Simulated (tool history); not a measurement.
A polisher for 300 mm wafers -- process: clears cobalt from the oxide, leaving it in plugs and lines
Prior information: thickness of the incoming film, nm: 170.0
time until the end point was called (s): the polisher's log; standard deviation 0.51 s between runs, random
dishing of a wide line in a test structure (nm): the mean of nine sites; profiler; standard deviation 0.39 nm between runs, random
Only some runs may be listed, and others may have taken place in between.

| run | hour | flow of slurry (ml/min) | pressure of the wafer on the pad (kPa) | speed of the pad under the wafer (m/s) | overpolish time after the end point (s) | time until the end point was called (s) | dishing of a wide line in a test structure (nm) |
|---|---|---|---|---|---|---|---|
| 1 | 0 | 125 | 15.9 | 1.24 | 12 | 19.718 | 44.606 |
| 2 | 8.1 | 125 | 13.1 | 1.24 | 12 | 23.585 | 41.157 |
| 3 | 15.7 | 120 | 11.7 | 1.14 | 13 | 28.908 | 39.525 |
| 4 | 18.7 | 95 | 11.7 | 1.14 | 13 | 30 | 37.694 |
| 5 | 19.6 | 90 | 10.3 | 1.08 | 14 | 35.249 | 36.11 |
| 6 | 24.6 | 90 | 10.3 | 0.88 | 14 | 43.97 | 33.171 |
| 7 | 31.6 | 90 | 9.7 | 0.88 | 15 | 46.88 | 32.927 |
| 8 | 34.8 | 90 | 9.7 | 0.88 | 15 | 46.317 | 32.742 |
| 9 | 43.3 | 90 | 9.7 | 0.88 | 16 | 45.699 | 34.214 |

Estimate the outcome of run 10 from the log above:
| 10 | 50.6 | 90 | 9.7 | 0.88 | 17 | ? | ? |

{"run 10": {"time until the end point was called (s)": 46.85, "dishing of a wide line in a test structure (nm)": 35.393}}

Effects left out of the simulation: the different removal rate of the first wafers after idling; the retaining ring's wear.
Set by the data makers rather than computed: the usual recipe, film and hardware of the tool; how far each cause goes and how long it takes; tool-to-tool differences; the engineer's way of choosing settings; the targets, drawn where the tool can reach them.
